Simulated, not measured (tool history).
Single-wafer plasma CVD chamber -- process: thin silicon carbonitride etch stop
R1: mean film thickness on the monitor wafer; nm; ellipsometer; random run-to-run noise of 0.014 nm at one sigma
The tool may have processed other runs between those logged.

Run 1, hour 0: RF power (kW) 0.27, deposition time (s) 7.14. Result: R1 4.8421 nm.
Run 2, hour 4.8: RF power (kW) 0.26, deposition time (s) 6.81. Result: R1 4.5446 nm.
Run 3, hour 7.4: RF power (kW) 0.25, deposition time (s) 6.6. Result: R1 4.3361 nm.
Run 4, hour 13: RF power (kW) 0.265, deposition time (s) 6.6. Result: R1 4.418 nm.
Run 5, hour 17.9: RF power (kW) 0.255, deposition time (s) 6.43. Result: R1 4.2828 nm.
Run 6, hour 25.2: RF power (kW) 0.255, deposition time (s) 7.03. Result: R1 4.6601 nm.
Run 7, hour 33.5: RF power (kW) 0.245, deposition time (s) 6.78. Result: R1 4.4366 nm.
Run 8, hour 39.8: RF power (kW) 0.235, deposition time (s) 6.59. Result: R1 4.262 nm.
At hour 46.7: thermocouple changed; heater temperature recalibrated.
Run 9, hour 46.7: RF power (kW) 0.23, deposition time (s) 6.45. Result: R1 4.1171 nm.
Run 10, hour 54: RF power (kW) 0.225, deposition time (s) 6.38. Result: R1 4.055 nm.

Run 11 comes next. What will it give?
Run 11, hour 58.9: RF power (kW) 0.22, deposition time (s) 6.32. Result: R1 ?.

R1: 3.977 nm
